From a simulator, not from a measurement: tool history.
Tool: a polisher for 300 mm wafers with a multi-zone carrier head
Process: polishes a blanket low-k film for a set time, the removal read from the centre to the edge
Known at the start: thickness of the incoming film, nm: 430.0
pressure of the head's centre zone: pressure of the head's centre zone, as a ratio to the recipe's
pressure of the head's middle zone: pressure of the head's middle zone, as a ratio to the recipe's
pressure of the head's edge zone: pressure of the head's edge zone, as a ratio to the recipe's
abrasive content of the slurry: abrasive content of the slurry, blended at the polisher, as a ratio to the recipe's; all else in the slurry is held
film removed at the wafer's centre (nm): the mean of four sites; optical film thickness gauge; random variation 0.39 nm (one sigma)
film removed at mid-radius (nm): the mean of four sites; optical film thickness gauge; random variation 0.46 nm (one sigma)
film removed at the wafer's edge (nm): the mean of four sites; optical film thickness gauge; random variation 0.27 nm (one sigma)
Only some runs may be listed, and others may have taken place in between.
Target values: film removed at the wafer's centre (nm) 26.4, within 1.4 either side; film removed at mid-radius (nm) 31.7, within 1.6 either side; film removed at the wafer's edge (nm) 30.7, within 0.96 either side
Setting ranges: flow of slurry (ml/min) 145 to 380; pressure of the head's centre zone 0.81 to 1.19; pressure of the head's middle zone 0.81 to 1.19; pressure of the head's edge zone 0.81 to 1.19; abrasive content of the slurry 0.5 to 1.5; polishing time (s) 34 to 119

run	hour	flow of slurry (ml/min)	pressure of the head's centre zone	pressure of the head's middle zone	pressure of the head's edge zone	abrasive content of the slurry	polishing time (s)	film removed at the wafer's centre (nm)	film removed at mid-radius (nm)	film removed at the wafer's edge (nm)
1	0	245	1	1	1	1	76	20.368	19.605	19.728
2	1.7	245	1	1	1	0.85	76	17.504	17.709	17.209
3	6.6	245	0.97	1.04	1.02	0.95	77	19.098	20.656	19.256
4	10.1	245	0.95	1.05	1.05	1.05	77	19.677	21.322	20.972
5	15.6	265	0.95	1.05	1.05	1.05	77	19.841	21.146	21.115
6	23	260	0.94	1.07	1.06	1.15	78	21.45	23.454	22.685
7	27.8	260	0.93	1.09	1.08	1.2	79	21.57	24.448	23.889
8	30	260	0.93	1.11	1.09	1.25	80	21.998	26.312	24.611
9	34.2	265	0.93	1.11	1.11	1.3	81	23.426	26.589	25.666
10	40.1	270	0.92	1.12	1.12	1.35	82	23.809	27.498	26.957
11	48.3	270	0.92	1.13	1.13	1.4	83	24.464	28.535	27.849

5 candidate next runs follow, results not yet known. Just one meets every target within its allowed miss. Identify it.
A	56.5	330	0.89	1.11	1.15	1.45	88	?	?	?
B	56.5	245	1.03	1.06	1.16	1.45	76	?	?	?
C	56.5	290	0.84	1.1	1.14	1.5	77	?	?	?
D	56.5	310	0.89	1.04	1.14	1.35	73	?	?	?
E	56.5	265	0.84	0.83	1.19	1.4	88	?	?	?

move	film removed at the wafer's centre (nm)	film removed at mid-radius (nm)	film removed at the wafer's edge (nm)
A	26.369	31.696	30.819
B	25.538	25.536	26.161
C	21.793	27.597	26.991
D	21.043	23.952	24.564
E	23.89	23.959	30.516
A: each result inside its tolerance
B: moves away from the targets compared with the last run
C: moves away from the targets compared with the last run
D: moves away from the targets compared with the last run
E: the furthest-off result lands on target, but another misses its tolerance
Move A is the one to make.
